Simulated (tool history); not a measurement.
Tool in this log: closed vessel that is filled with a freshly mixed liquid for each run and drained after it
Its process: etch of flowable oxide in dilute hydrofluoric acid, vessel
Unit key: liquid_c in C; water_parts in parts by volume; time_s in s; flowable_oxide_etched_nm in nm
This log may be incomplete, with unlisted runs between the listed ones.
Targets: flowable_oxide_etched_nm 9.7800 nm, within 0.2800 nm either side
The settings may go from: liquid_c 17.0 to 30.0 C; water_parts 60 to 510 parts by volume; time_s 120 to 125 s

run,day,liquid_c,water_parts,time_s,flowable_oxide_etched_nm
1,0.000,22.0,285,120,6.9570
2,0.321,22.0,320,120,5.9871
3,0.367,22.0,230,120,9.2382
4,0.750,20.5,230,120,8.4158
5,0.792,20.5,295,120,6.2770
6,0.971,23.5,290,120,7.1655
7,1.008,25.5,280,120,8.0902
8,1.254,27.0,275,120,8.7890
9,1.446,28.0,275,120,9.0227
10,1.617,28.5,275,120,9.0777
11,1.671,28.5,275,120,9.1185

5 candidate next runs follow, results not yet known. Just one meets every target within its allowed miss. Identify it.
A,1.725,29.0,260,125,?
B,1.725,30.0,310,125,?
C,1.725,29.0,250,120,?
D,1.725,28.5,260,125,?
E,1.725,30.0,280,125,?

move,flowable_oxide_etched_nm
A,10.4030
B,8.5310
C,10.5040
D,10.2300
E,9.7631
A: the result that was furthest off in the last run now lies on the other side of its target
B: misses by more than the last run did
C: the result that was furthest off in the last run now lies on the other side of its target
D: the result that was furthest off in the last run now lies on the other side of its target
E: every result lands within tolerance
E meets every target.
